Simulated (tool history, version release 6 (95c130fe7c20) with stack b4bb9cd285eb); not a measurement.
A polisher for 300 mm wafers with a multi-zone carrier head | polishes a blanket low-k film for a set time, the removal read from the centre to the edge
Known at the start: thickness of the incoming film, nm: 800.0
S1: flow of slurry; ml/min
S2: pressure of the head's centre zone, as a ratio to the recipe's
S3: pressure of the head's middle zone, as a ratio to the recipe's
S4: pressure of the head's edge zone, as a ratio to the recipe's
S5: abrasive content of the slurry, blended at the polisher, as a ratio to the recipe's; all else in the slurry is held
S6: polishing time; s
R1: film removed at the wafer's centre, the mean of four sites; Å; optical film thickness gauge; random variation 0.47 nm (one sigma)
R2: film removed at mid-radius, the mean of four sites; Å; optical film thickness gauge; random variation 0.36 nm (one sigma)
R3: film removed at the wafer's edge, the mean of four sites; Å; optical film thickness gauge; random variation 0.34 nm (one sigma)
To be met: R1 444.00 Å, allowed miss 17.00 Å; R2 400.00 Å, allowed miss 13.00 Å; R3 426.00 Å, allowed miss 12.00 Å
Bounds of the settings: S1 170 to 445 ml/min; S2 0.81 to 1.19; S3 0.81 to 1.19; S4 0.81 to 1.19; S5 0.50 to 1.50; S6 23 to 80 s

run 1 hour=0.0 | S1=285 S2=1.00 S3=1.00 S4=1.00 S5=1.00 S6=51 | R1=353.09 R2=337.06 R3=352.33
run 2 hour=6.7 | S1=285 S2=1.00 S3=1.00 S4=1.00 S5=1.15 S6=51 | R1=367.75 R2=357.24 R3=373.20
run 3 hour=11.1 | S1=285 S2=1.00 S3=1.08 S4=1.00 S5=1.15 S6=51 | R1=372.92 R2=378.89 R3=375.26
run 4 hour=11.7 | S1=295 S2=1.03 S3=1.08 S4=1.04 S5=1.20 S6=51 | R1=386.26 R2=388.67 R3=383.46
run 5 hour=13.9 | S1=295 S2=1.03 S3=1.02 S4=1.04 S5=1.20 S6=51 | R1=384.96 R2=370.83 R3=379.92
run 6 hour=19.3 | S1=290 S2=1.04 S3=1.00 S4=1.05 S5=1.30 S6=51 | R1=402.03 R2=368.57 R3=397.20
run 7 hour=21.2 | S1=290 S2=1.04 S3=1.00 S4=1.05 S5=1.30 S6=51 | R1=400.72 R2=378.36 R3=396.36
run 8 hour=27.2 | S1=290 S2=1.05 S3=1.00 S4=1.06 S5=1.35 S6=51 | R1=417.75 R2=377.47 R3=403.63
run 9 hour=30.5 | S1=290 S2=1.05 S3=1.00 S4=1.06 S5=1.35 S6=51 | R1=412.97 R2=372.24 R3=400.40
run 10 hour=39.2 | S1=300 S2=1.05 S3=1.01 S4=1.07 S5=1.40 S6=51 | R1=424.28 R2=383.81 R3=413.19
run 11 hour=42.7 | S1=305 S2=1.05 S3=1.02 S4=1.08 S5=1.40 S6=51 | R1=423.89 R2=394.72 R3=411.19

5 next moves are on the table. One of them brings every result within its allowed miss. Which?
run A hour=46.2 | S1=260 S2=1.02 S3=1.06 S4=1.06 S5=1.45 S6=50 | R1=? R2=? R3=?
run B hour=46.2 | S1=240 S2=0.92 S3=0.88 S4=1.09 S5=1.40 S6=57 | R1=? R2=? R3=?
run C hour=46.2 | S1=320 S2=1.06 S3=1.04 S4=0.98 S5=1.35 S6=52 | R1=? R2=? R3=?
run D hour=46.2 | S1=395 S2=1.19 S3=1.15 S4=1.03 S5=1.35 S6=50 | R1=? R2=? R3=?
run E hour=46.2 | S1=280 S2=1.09 S3=1.03 S4=1.10 S5=1.40 S6=52 | R1=? R2=? R3=?

move=A R1=391.13 R2=387.38 R3=398.61
move=B R1=392.15 R2=369.71 R3=453.06
move=C R1=423.56 R2=396.08 R3=396.62
move=D R1=467.25 R2=422.38 R3=395.59
move=E R1=434.07 R2=391.93 R3=420.45
A: further off than the last run
B: takes the result that was furthest off past its target
C: further off than the last run
D: further off than the last run
E: meets every target
Move E is the one to make.

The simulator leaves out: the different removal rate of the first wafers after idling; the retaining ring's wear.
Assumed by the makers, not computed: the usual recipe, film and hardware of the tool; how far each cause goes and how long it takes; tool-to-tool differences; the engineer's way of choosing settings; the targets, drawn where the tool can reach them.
